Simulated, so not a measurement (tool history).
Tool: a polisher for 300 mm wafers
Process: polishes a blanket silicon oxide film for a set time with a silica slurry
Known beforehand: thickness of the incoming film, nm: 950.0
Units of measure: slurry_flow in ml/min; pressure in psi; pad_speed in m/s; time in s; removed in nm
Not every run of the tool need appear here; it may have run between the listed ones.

run 1 hour=0 | slurry_flow=270 pressure=5.5 pad_speed=0.94 slurry_solids=1 time=52 | removed=163.6
run 2 hour=8.7 | slurry_flow=270 pressure=4.5 pad_speed=0.94 slurry_solids=1 time=52 | removed=138.73
run 3 hour=16.1 | slurry_flow=270 pressure=4.5 pad_speed=0.94 slurry_solids=0.85 time=52 | removed=125.39
run 4 hour=20.8 | slurry_flow=270 pressure=5.4 pad_speed=0.94 slurry_solids=0.85 time=52 | removed=151.98
run 5 hour=25 | slurry_flow=270 pressure=5.9 pad_speed=0.94 slurry_solids=0.85 time=52 | removed=163.75
run 6 hour=27.3 | slurry_flow=270 pressure=6.3 pad_speed=0.94 slurry_solids=0.85 time=52 | removed=173.29
-- hour=31.6 slurry nozzle cleaned
run 7 hour=31.6 | slurry_flow=270 pressure=6.7 pad_speed=0.94 slurry_solids=0.85 time=52 | removed=189.04

What does the tool deliver on the next run?
run 8 hour=38.9 | slurry_flow=270 pressure=6.9 pad_speed=0.94 slurry_solids=0.85 time=52 | removed=?

For run 8 the tool returned removed 199.24 nm.
